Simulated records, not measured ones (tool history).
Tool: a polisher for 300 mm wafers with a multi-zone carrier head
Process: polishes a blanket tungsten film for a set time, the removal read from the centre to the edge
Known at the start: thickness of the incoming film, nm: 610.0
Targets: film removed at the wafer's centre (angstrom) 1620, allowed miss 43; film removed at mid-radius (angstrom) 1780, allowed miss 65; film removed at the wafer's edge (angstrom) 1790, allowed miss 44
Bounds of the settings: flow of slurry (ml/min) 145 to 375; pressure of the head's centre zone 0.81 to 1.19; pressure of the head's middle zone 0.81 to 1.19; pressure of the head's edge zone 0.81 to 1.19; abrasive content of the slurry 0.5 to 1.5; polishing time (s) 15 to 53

run,hour,flow of slurry (ml/min),pressure of the head's centre zone,pressure of the head's middle zone,pressure of the head's edge zone,abrasive content of the slurry,polishing time (s),film removed at the wafer's centre (angstrom),film removed at mid-radius (angstrom),film removed at the wafer's edge (angstrom)
1,0,240,1,1,1,1,34,2195.7,2210.5,2245.3
2,5.2,235,0.98,0.99,0.97,0.9,34,2100.3,2168.4,2125.2
3,12.2,225,0.95,0.96,0.96,0.85,34,1986.1,2081,2100.6
4,14.1,220,0.94,0.94,0.94,0.8,34,1962.9,1988.7,2035.2
5,18.5,220,0.94,0.94,0.94,0.6,34,1825.7,1877.2,1861.7
6,24.7,220,1.01,0.94,0.94,0.6,34,1948,1842.5,1864.5
7,27.6,215,0.98,0.94,0.94,0.6,34,1887.6,1858.3,1882.3
8,31.2,210,0.96,0.94,0.93,0.6,34,1831.8,1864.1,1860.6
9,34.2,200,0.95,0.94,0.93,0.6,34,1784.2,1821.2,1847.1
10,42.9,190,0.94,0.95,0.93,0.6,34,1765.9,1823.8,1834.4
11,49,185,0.93,0.95,0.93,0.6,34,1727.6,1843.7,1823.6
12,53.7,160,0.89,0.92,0.93,0.55,34,1575.2,1697.4,1749

5 next moves are on the table. One of them brings every result within its allowed miss. Which?
A,58.4,220,0.86,0.89,0.88,0.55,34,?,?,?
B,58.4,145,0.87,0.87,0.94,0.55,35,?,?,?
C,58.4,165,0.83,1,0.86,0.55,35,?,?,?
D,58.4,195,0.95,0.83,0.93,0.55,33,?,?,?
E,58.4,145,0.9,0.89,0.96,0.55,34,?,?,?

move,film removed at the wafer's centre (angstrom),film removed at mid-radius (angstrom),film removed at the wafer's edge (angstrom)
A,1597.3,1733.1,1787.5
B,1541.6,1643.2,1805.7
C,1511.5,1841.3,1761.3
D,1681.5,1582.6,1758.5
E,1549.9,1618.9,1771.2
A: meets every target
B: further off than the last run
C: brings the result that was furthest off to its target, and leaves another outside
D: further off than the last run
E: further off than the last run
Move A is the one to make.

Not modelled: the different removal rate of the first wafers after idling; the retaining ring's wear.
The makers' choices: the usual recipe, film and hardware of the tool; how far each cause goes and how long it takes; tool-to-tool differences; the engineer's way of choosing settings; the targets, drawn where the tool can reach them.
